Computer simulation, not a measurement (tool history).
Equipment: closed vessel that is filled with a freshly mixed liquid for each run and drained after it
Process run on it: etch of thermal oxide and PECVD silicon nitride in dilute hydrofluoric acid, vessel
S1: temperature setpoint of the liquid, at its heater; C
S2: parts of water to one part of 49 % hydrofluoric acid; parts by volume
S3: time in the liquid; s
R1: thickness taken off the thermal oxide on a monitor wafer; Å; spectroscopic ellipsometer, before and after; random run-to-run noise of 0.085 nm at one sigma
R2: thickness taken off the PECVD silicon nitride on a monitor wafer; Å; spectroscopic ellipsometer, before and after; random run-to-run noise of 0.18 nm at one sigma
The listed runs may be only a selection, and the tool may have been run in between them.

| run | hour | S1 | S2 | S3 | R1 | R2 |
|---|---|---|---|---|---|---|
| 1 | 0.0 | 26.0 | 85 | 200 | 108.560 | 104.220 |
| 2 | 6.9 | 26.0 | 60 | 200 | 159.920 | 145.770 |
| 3 | 14.7 | 26.0 | 60 | 120 | 95.620 | 88.070 |
| 4 | 20.8 | 27.0 | 55 | 120 | 109.950 | 100.380 |
| 5 | 23.9 | 28.0 | 50 | 120 | 126.620 | 121.290 |
| 6 | 31.9 | 28.0 | 50 | 65 | 68.546 | 65.226 |
| 7 | 34.5 | 32.0 | 20 | 130 | 423.120 | 409.760 |
| 8 | 39.6 | 28.0 | 35 | 140 | 216.160 | 195.610 |
| 9 | 44.3 | 28.5 | 40 | 145 | 198.280 | 185.700 |
| 10 | 47.2 | 29.0 | 45 | 150 | 184.340 | 178.730 |
| 11 | 48.9 | 29.5 | 45 | 150 | 189.210 | 180.230 |

Expected results for the next run?
| 12 | 54.9 | 30.0 | 45 | 150 | ? | ? |

{"run 12": {"R1": 190.86, "R2": 186.98}}
